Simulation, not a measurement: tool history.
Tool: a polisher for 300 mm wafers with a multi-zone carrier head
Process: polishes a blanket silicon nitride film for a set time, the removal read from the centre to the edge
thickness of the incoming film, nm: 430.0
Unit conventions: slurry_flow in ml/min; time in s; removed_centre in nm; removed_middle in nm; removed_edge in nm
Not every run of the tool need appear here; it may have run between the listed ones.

run  hour  slurry_flow  centre_zone  middle_zone  edge_zone  time  removed_centre  removed_middle  removed_edge
  1     0          195            1            1          1    34          46.582           47.15        46.192
  2   8.9          180         1.01         0.94       0.99    31          41.779          41.065        41.246
  3  15.4          180         1.01         0.94       0.99    26          35.545          34.229        34.792
  4  21.3          180         1.09         0.94       0.99    26          37.398          34.455         35.09
  5  25.1          180         1.09         0.94       0.93    26          37.901          34.367        34.046
  6  28.9          180         1.02         0.94       0.93    26          36.241          34.457        33.871
  7  29.6          170         1.05          0.9       0.97    25          35.032          31.278        32.921

Run 8 has not been measured yet. What should we expect?
  8  33.7          160         1.05         0.88       0.99    25               ?               ?             ?

removed_centre: 34.527 nm
removed_middle: 30.822 nm
removed_edge: 33.296 nm

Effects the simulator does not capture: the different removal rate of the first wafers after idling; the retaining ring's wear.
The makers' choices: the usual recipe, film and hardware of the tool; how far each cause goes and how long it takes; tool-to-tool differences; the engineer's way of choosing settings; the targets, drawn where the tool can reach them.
